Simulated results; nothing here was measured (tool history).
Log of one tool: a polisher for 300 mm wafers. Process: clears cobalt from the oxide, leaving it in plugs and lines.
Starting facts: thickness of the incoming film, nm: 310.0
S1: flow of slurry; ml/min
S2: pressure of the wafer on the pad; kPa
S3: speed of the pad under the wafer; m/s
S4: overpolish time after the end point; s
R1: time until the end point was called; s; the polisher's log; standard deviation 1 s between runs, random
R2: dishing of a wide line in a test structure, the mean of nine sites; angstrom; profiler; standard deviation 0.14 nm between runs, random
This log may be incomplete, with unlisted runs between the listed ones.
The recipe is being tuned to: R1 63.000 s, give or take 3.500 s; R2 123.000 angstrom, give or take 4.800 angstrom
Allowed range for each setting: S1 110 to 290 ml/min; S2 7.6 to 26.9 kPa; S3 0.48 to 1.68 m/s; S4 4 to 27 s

| run | day | S1 | S2 | S3 | S4 | R1 | R2 |
|---|---|---|---|---|---|---|---|
| 1 | 0.000 | 185 | 17.2 | 1.08 | 14 | 45.154 | 159.130 |
| 2 | 0.288 | 220 | 17.2 | 1.08 | 14 | 45.467 | 164.910 |
| 3 | 0.371 | 190 | 15.9 | 1.08 | 11 | 48.465 | 161.210 |
| 4 | 0.608 | 190 | 20.0 | 1.08 | 11 | 40.713 | 163.820 |
| 5 | 0.946 | 190 | 24.1 | 1.08 | 11 | 34.114 | 165.380 |
| 6 | 1.258 | 190 | 24.1 | 1.32 | 11 | 28.264 | 159.470 |
| 7 | 1.521 | 170 | 20.0 | 1.32 | 9 | 33.128 | 159.550 |
| 8 | 1.550 | 170 | 20.0 | 1.32 | 9 | 33.880 | 160.840 |
| 9 | 1.833 | 155 | 16.5 | 1.30 | 14 | 41.271 | 162.300 |
| 10 | 1.996 | 145 | 14.5 | 1.30 | 11 | 46.514 | 161.330 |
| 11 | 2.321 | 135 | 13.8 | 1.26 | 9 | 49.650 | 157.470 |
| 12 | 2.442 | 110 | 9.0 | 1.24 | 4 | 75.418 | 98.409 |
| 13 | 2.583 | 115 | 9.7 | 1.22 | 5 | 70.465 | 116.680 |
| 14 | 2.775 | 115 | 10.3 | 1.22 | 5 | 68.134 | 118.440 |
| 15 | 2.988 | 115 | 10.3 | 1.22 | 5 | 68.669 | 118.250 |

Exactly one of the 4 candidate moves below puts every result within its allowed miss. Which one?
| A | 3.200 | 175 | 7.6 | 1.54 | 5 | ? | ? |
| B | 3.200 | 130 | 13.1 | 1.08 | 4 | ? | ? |
| C | 3.200 | 115 | 11.7 | 1.02 | 6 | ? | ? |
| D | 3.200 | 125 | 10.3 | 1.14 | 6 | ? | ? |

| move | R1 | R2 |
|---|---|---|
| A | 62.815 | 122.000 |
| B | 61.985 | 109.810 |
| C | 73.552 | 123.440 |
| D | 71.407 | 125.070 |
A: in spec on every target
B: puts the biggest miss on target and leaves a different result outside tolerance
C: its largest miss is bigger than the last run's
D: its largest miss is bigger than the last run's
Answer: A
